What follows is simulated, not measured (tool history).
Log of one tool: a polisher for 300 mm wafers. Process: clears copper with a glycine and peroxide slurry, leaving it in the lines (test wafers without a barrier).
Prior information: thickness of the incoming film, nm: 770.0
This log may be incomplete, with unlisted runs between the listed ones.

run,hour,flow of slurry (ml/min),pressure of the wafer on the pad (psi),speed of the pad under the wafer (m/s),overpolish time after the end point (s),time until the end point was called (s),dishing of a wide line in a test structure (nm)
1,0.0,230,3.3,1.14,27,136.20,57.096
2,1.0,230,3.6,1.14,27,125.34,62.278
3,5.2,230,3.2,1.14,24,136.14,57.492
4,7.2,230,2.6,1.14,24,167.34,50.794
5,10.6,230,2.6,1.36,24,140.57,54.272
6,13.1,230,2.4,1.36,20,144.00,47.432

Expected results for the next run?
7,15.6,230,2.4,1.36,20,?,?

{"run 7": {"time until the end point was called (s)": 151.25, "dishing of a wide line in a test structure (nm)": 48.006}}

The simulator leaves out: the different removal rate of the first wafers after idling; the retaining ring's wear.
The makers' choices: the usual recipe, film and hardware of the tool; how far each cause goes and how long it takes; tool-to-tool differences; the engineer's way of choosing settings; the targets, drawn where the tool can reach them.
